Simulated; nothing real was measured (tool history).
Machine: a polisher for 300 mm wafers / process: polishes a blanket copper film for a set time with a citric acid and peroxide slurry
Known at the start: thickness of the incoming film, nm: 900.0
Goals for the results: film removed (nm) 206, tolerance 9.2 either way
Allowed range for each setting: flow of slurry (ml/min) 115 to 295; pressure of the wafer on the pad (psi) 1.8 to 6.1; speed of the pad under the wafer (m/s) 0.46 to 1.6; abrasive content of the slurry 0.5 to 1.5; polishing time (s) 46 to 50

run  hour  flow of slurry (ml/min)  pressure of the wafer on the pad (psi)  speed of the pad under the wafer (m/s)  abrasive content of the slurry  polishing time (s)  film removed (nm)
  1     0                      190                                     3.9                                    1.02                               1                  50             144.45
  2   3.2                      190                                     3.9                                    1.02                            1.15                  50              149.9
  3   6.1                      190                                     3.9                                    1.02                            1.15                  46             139.56
  4   8.4                      190                                     3.9                                    1.02                            1.35                  46             143.99
  5    15                      220                                     3.9                                    1.02                            1.35                  46             149.42
  6  19.6                      225                                     4.2                                    1.02                            1.35                  46             157.95
  7    23                      225                                     4.2                                    1.02                            1.35                  46             158.87
  8  28.3                      225                                     4.5                                    1.02                            1.35                  46             171.28
  9  29.4                      225                                     4.7                                    1.02                            1.35                  46             176.19
 10  34.3                      225                                     4.9                                    1.02                            1.35                  46             184.05
 11  35.1                      225                                       5                                    1.02                            1.35                  46             190.27
 12  38.5                      225                                     5.1                                    1.02                            1.35                  46             189.53
 13  46.6                      230                                     5.2                                    1.02                            1.35                  46             193.53

Which of these 5 next moves meets every target?
  A  54.7                      230                                     4.8                                    0.92                             1.5                  50                  ?
  B  54.7                      250                                     5.6                                    0.86                            1.45                  46                  ?
  C  54.7                      235                                     5.1                                    0.98                             1.2                  47                  ?
  D  54.7                      225                                     5.4                                    1.06                            1.25                  46                  ?
  E  54.7                      200                                       5                                    1.32                             1.4                  46                  ?

move  film removed (nm)
   A             179.66
   B             179.65
   C             181.15
   D             202.95
   E             236.09
A: moves away from the targets compared with the last run
B: moves away from the targets compared with the last run
C: moves away from the targets compared with the last run
D: each result inside its tolerance
E: takes the biggest miss from the last run beyond its target
D meets every target.

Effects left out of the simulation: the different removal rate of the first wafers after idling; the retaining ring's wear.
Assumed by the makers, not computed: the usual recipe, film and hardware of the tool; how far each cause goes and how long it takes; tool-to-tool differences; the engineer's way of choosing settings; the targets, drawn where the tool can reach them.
